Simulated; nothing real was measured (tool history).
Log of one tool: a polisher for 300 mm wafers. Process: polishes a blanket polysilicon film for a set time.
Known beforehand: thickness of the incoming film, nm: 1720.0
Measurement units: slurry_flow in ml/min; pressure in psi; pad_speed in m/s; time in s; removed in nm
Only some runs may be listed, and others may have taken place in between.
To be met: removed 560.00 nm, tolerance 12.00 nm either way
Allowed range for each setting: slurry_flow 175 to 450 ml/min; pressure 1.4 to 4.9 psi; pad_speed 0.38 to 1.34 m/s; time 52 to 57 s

run 1 day=0.000 | slurry_flow=290 pressure=3.1 pad_speed=0.86 time=57 | removed=344.25
run 2 day=0.075 | slurry_flow=290 pressure=3.8 pad_speed=0.86 time=57 | removed=419.52
run 3 day=0.392 | slurry_flow=290 pressure=3.8 pad_speed=0.86 time=57 | removed=421.43
run 4 day=0.633 | slurry_flow=290 pressure=3.3 pad_speed=0.86 time=57 | removed=369.36
run 5 day=0.683 | slurry_flow=290 pressure=3.3 pad_speed=0.86 time=57 | removed=365.68
run 6 day=0.854 | slurry_flow=360 pressure=3.3 pad_speed=0.86 time=57 | removed=369.96
run 7 day=1.108 | slurry_flow=360 pressure=3.8 pad_speed=0.86 time=57 | removed=430.94
-- day=1.467 head pressure recalibrated
run 8 day=1.467 | slurry_flow=375 pressure=4.7 pad_speed=0.86 time=57 | removed=549.87

Which of these 4 next moves meets every target?
run A day=1.825 | slurry_flow=370 pressure=4.9 pad_speed=0.82 time=56 | removed=?
run B day=1.825 | slurry_flow=395 pressure=4.8 pad_speed=0.84 time=53 | removed=?
run C day=1.825 | slurry_flow=370 pressure=4.6 pad_speed=0.98 time=52 | removed=?
run D day=1.825 | slurry_flow=335 pressure=4.7 pad_speed=0.94 time=56 | removed=?

move=A removed=534.56
move=B removed=509.89
move=C removed=555.62
move=D removed=582.58
A: lands further from the targets than the last run did
B: lands further from the targets than the last run did
C: meets every target
D: moves the result that the last run missed by most past its target, out the other side
The right move is C.
